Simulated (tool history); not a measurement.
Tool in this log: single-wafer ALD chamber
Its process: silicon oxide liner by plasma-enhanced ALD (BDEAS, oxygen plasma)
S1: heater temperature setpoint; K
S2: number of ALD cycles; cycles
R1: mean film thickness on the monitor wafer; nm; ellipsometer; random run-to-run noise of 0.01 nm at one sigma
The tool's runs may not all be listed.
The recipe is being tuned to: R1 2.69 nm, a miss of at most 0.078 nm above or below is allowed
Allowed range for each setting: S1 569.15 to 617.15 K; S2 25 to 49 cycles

run,hour,S1,S2,R1
1,0,593.15,37,3.2335
2,3.1,593.15,33,2.8728
3,3.8,593.15,36,3.1316
4,5.1,593.15,35,3.0295
5,7.7,583.15,35,3.0841
# hour 13.5: thermocouple changed; heater temperature recalibrated
6,13.5,587.15,35,3.0498
7,17.2,587.15,34,2.9643
8,20.7,587.15,32,2.7972

Consider the 4 candidate settings below. Which is the only one whose results all fall within their allowed miss of target?
A,24.2,587.15,34,?
B,24.2,576.15,29,?
C,24.2,578.15,33,?
D,24.2,588.15,31,?

move,R1
A,2.9679
B,2.5664
C,2.9131
D,2.7026
A: further off than the last run
B: moves the result that the last run missed by most past its target, out the other side
C: further off than the last run
D: each result inside its tolerance
Answer: D

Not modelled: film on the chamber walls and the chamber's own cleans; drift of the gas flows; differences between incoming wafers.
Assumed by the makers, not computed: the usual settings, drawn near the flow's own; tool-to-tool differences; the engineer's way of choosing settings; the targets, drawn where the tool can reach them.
